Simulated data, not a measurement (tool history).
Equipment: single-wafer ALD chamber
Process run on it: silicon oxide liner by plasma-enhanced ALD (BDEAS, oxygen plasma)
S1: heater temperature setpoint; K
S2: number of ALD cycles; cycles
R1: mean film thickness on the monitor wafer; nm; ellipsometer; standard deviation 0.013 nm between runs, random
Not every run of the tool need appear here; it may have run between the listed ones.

Run 1, hour 0.0: S1 593.15 K, S2 45 cycles. Result: R1 4.4453 nm.
Run 2, hour 1.9: S1 597.15 K, S2 45 cycles. Result: R1 4.4187 nm.
Run 3, hour 9.7: S1 606.15 K, S2 45 cycles. Result: R1 4.3958 nm.
Run 4, hour 11.0: S1 606.15 K, S2 46 cycles. Result: R1 4.4646 nm.
Run 5, hour 14.3: S1 605.15 K, S2 47 cycles. Result: R1 4.5638 nm.
Run 6, hour 23.2: S1 600.15 K, S2 47 cycles. Result: R1 4.6218 nm.

The next listed run, before its measurement:
At hour 29.4: thermocouple changed; heater temperature recalibrated.
Run 7, hour 29.4: S1 600.15 K, S2 47 cycles. Result: R1 ?.

R1: 4.6350 nm

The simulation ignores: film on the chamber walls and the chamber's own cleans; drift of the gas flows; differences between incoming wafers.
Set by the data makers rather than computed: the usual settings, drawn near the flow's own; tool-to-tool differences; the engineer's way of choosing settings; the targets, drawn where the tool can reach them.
